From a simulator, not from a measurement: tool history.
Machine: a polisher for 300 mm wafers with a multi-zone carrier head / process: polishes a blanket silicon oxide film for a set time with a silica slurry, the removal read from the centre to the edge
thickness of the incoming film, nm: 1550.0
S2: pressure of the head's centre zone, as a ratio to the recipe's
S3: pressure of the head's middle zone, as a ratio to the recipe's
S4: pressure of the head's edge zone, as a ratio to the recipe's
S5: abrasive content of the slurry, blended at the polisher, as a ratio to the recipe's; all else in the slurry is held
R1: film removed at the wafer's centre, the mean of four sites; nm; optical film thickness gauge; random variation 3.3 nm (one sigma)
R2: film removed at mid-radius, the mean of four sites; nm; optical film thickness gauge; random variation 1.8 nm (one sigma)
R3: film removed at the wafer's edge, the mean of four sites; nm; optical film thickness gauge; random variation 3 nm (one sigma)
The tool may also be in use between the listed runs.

{"run": 1, "day": 0.0, "flow of slurry (ml/min)": 210, "S2": 1, "S3": 1, "S4": 1, "S5": 1, "polishing time (s)": 88, "R1": 282.38, "R2": 279.23, "R3": 283.38}
{"run": 2, "day": 0.367, "flow of slurry (ml/min)": 210, "S2": 0.97, "S3": 1, "S4": 1, "S5": 1, "polishing time (s)": 88, "R1": 271.09, "R2": 279.94, "R3": 282.49}
{"run": 3, "day": 0.592, "flow of slurry (ml/min)": 205, "S2": 0.98, "S3": 0.99, "S4": 0.96, "S5": 0.95, "polishing time (s)": 88, "R1": 262.22, "R2": 269.64, "R3": 271.36}
{"run": 4, "day": 0.883, "flow of slurry (ml/min)": 200, "S2": 1, "S3": 0.99, "S4": 0.93, "S5": 0.9, "polishing time (s)": 88, "R1": 257.92, "R2": 255.78, "R3": 254.46}
{"run": 5, "day": 1.175, "flow of slurry (ml/min)": 200, "S2": 1, "S3": 0.99, "S4": 0.93, "S5": 0.9, "polishing time (s)": 79, "R1": 230.3, "R2": 231.76, "R3": 228.05}
{"run": 6, "day": 1.475, "flow of slurry (ml/min)": 200, "S2": 1, "S3": 0.99, "S4": 1, "S5": 0.9, "polishing time (s)": 79, "R1": 231.24, "R2": 230.8, "R3": 234.31}

What does the tool deliver on the next run?
{"run": 7, "day": 1.8, "flow of slurry (ml/min)": 215, "S2": 1.01, "S3": 1, "S4": 1, "S5": 0.9, "polishing time (s)": 79, "R1": "?", "R2": "?", "R3": "?"}

Run 7 gave R1 236.61 nm, R2 237.7 nm, R3 231.56 nm.
